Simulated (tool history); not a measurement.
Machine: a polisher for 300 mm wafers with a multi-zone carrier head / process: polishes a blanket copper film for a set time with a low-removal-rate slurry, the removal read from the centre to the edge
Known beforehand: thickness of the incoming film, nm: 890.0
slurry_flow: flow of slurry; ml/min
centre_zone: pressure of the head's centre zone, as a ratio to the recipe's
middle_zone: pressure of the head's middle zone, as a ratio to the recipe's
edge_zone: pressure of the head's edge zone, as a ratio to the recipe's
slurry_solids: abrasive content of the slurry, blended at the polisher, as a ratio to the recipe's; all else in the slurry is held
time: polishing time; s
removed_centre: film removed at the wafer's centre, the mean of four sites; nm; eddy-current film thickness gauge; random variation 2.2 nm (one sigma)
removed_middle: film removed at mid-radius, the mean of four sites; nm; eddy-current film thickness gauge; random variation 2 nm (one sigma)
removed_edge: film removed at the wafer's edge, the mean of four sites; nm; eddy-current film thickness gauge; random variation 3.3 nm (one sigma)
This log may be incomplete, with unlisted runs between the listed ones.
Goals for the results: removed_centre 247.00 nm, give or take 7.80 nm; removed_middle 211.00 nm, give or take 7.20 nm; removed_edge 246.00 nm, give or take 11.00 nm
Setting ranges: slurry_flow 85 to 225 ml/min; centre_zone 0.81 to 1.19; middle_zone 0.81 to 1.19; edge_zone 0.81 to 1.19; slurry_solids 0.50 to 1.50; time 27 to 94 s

run	hour	slurry_flow	centre_zone	middle_zone	edge_zone	slurry_solids	time	removed_centre	removed_middle	removed_edge
1	0.0	145	1.00	1.00	1.00	1.00	60	260.38	260.11	259.67
2	5.9	170	1.00	1.00	1.00	1.00	60	266.31	267.97	271.05
3	10.8	140	1.00	1.00	1.00	1.00	60	257.61	254.09	256.15
4	13.8	140	1.00	1.00	1.00	0.80	60	255.06	250.79	247.56
5	17.3	155	1.00	1.00	1.00	0.80	60	257.39	254.30	257.87
6	24.2	155	1.00	1.06	1.00	0.80	60	257.32	269.10	259.17
7	30.0	140	1.00	1.00	1.03	0.80	60	248.83	247.85	260.63
8	33.0	130	1.01	0.97	1.03	0.80	60	248.12	238.61	251.56
9	36.1	125	1.02	0.94	1.04	0.80	60	246.33	232.94	244.75
10	42.5	120	1.03	0.90	1.06	0.80	60	249.08	217.69	253.70
11	51.2	115	1.03	0.90	1.06	0.80	60	245.19	218.44	252.15
12	52.4	115	1.03	0.90	1.06	0.80	60	244.37	213.64	246.82

Which single option among these 4 for the next run brings every result within its allowed miss of target? Just one does.
A	53.6	120	1.00	0.92	1.17	0.95	60	?	?	?
B	53.6	150	1.01	0.85	1.06	0.50	60	?	?	?
C	53.6	95	1.11	0.96	1.03	1.05	60	?	?	?
D	53.6	95	1.01	0.90	1.03	0.75	62	?	?	?

move	removed_centre	removed_middle	removed_edge
A	245.33	228.94	266.16
B	245.62	211.11	247.38
C	254.01	223.47	242.88
D	229.02	210.17	241.13
A: further off than the last run
B: hits every target within its allowed miss
C: further off than the last run
D: the furthest-off result lands on target, but another misses its tolerance
The move that meets every target is B.

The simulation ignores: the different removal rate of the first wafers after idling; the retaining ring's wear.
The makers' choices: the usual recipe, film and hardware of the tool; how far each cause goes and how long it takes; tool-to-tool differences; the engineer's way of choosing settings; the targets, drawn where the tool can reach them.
